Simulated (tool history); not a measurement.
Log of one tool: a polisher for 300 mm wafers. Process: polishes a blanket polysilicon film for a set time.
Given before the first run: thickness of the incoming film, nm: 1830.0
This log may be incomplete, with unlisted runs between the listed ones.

| run | hour | flow of slurry (ml/min) | pressure of the wafer on the pad (kPa) | speed of the pad under the wafer (m/s) | polishing time (s) | film removed (Å) |
|---|---|---|---|---|---|---|
| 1 | 0.0 | 150 | 12.4 | 1.16 | 56 | 3655.6 |
| 2 | 6.4 | 150 | 12.4 | 0.88 | 56 | 2779.3 |
| 3 | 11.1 | 150 | 12.4 | 0.64 | 56 | 2063.9 |
| 4 | 17.9 | 150 | 12.4 | 0.64 | 56 | 1988.7 |
| 5 | 18.5 | 150 | 10.3 | 0.64 | 56 | 1736.3 |
| 6 | 19.6 | 155 | 12.4 | 0.70 | 56 | 2207.6 |
| 7 | 23.8 | 160 | 14.5 | 0.74 | 56 | 2761.9 |
| 8 | 27.2 | 175 | 17.9 | 0.86 | 56 | 3972.6 |

Run 9 has not been measured yet. What should we expect?
|  | 35.5 | slurry nozzle cleaned |
| 9 | 35.5 | 175 | 17.9 | 0.86 | 56 | ? |

Run 9 produced film removed (Å) 4179.7.

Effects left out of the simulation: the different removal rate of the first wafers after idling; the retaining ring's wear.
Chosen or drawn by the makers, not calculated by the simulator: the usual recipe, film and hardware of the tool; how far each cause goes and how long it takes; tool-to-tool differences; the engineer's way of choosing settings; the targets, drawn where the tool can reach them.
